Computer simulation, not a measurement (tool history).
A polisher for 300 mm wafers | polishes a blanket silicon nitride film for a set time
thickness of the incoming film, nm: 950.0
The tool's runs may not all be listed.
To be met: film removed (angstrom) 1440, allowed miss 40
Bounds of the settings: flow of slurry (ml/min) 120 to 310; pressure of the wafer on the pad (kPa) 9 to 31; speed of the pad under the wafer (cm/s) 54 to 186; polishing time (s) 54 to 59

run,hour,flow of slurry (ml/min),pressure of the wafer on the pad (kPa),speed of the pad under the wafer (cm/s),polishing time (s),film removed (angstrom)
1,0,200,20,118,59,1025.7
2,5.2,200,20,118,54,934.72
3,13.4,200,17.2,118,54,813.81
4,16,205,19.3,118,54,910.38
5,22.2,205,19.3,88,54,734.71
# hour 26.8: head pressure recalibrated
6,26.8,205,16.5,88,54,707.87
7,35,205,16.5,88,54,712.69
8,35.7,215,20,98,54,934.09
9,39.1,230,20,98,54,926.65
10,46.8,230,25.5,100,54,1198.1

4 next moves are on the table. One of them brings every result within its allowed miss. Which?
A,54.5,230,26.2,118,56,?
B,54.5,220,26.9,100,57,?
C,54.5,225,26.2,60,57,?
D,54.5,265,22.8,92,56,?

move,film removed (angstrom)
A,1438
B,1324.4
C,908.17
D,1065.9
A: meets every target
B: nearer than the last run, and not there yet
C: further off than the last run
D: further off than the last run
The right move is A.
